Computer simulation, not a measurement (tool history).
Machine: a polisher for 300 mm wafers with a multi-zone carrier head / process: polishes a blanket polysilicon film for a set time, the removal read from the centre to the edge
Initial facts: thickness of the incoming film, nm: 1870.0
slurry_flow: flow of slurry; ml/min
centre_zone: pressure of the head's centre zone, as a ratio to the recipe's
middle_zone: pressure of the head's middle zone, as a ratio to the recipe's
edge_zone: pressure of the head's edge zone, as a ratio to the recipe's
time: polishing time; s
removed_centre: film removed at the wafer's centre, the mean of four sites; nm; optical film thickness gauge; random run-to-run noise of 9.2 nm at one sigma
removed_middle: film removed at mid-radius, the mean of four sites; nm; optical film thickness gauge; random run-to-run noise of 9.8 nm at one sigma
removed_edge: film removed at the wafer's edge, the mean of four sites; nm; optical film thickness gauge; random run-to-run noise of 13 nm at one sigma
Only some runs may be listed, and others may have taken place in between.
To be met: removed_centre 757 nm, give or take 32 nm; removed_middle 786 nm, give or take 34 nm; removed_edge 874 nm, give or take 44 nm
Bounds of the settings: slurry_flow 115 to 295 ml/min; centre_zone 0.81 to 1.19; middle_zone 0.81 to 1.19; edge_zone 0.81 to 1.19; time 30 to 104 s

run	hour	slurry_flow	centre_zone	middle_zone	edge_zone	time	removed_centre	removed_middle	removed_edge
1	0	190	1	1	1	67	522.72	524.68	521.58
2	2.7	190	1	1	1.07	67	522.4	531.56	537.28
3	6.8	190	0.99	0.99	1.08	71	557.58	555.21	584.03
4	13.6	190	1.07	0.99	1.08	71	585.01	546.45	591.1
5	20.9	190	1.06	0.99	1.09	74	597.93	574.2	611.27
6	26.5	155	1.06	0.99	1.09	74	593.31	557.65	597.72
7	33.9	165	1.05	0.99	1.1	76	609.81	576.41	593.14
8	35.8	180	1.03	0.98	1.11	78	630.76	604.1	645.23
9	44.4	190	1.02	0.98	1.12	79	637.09	628.52	646.89
10	49.7	205	1	0.96	1.13	81	644.3	622.63	671.08

4 candidate next runs follow, results not yet known. Just one meets every target within its allowed miss. Identify it.
A	55	260	0.9	0.93	1.15	100	?	?	?
B	55	180	0.81	1.14	1.17	94	?	?	?
C	55	170	1.04	0.99	1.14	95	?	?	?
D	55	210	0.97	1.08	1.12	66	?	?	?

move	removed_centre	removed_middle	removed_edge
A	746.53	780.26	882.09
B	614.35	825.46	804.55
C	744.57	735.24	798.39
D	507.66	566.46	562.03
A: every result within its allowed miss
B: moves the result that the last run missed by most past its target, out the other side
C: moves toward the targets from the last run without getting all of them in spec
D: the biggest miss grows against the last run
Answer: A
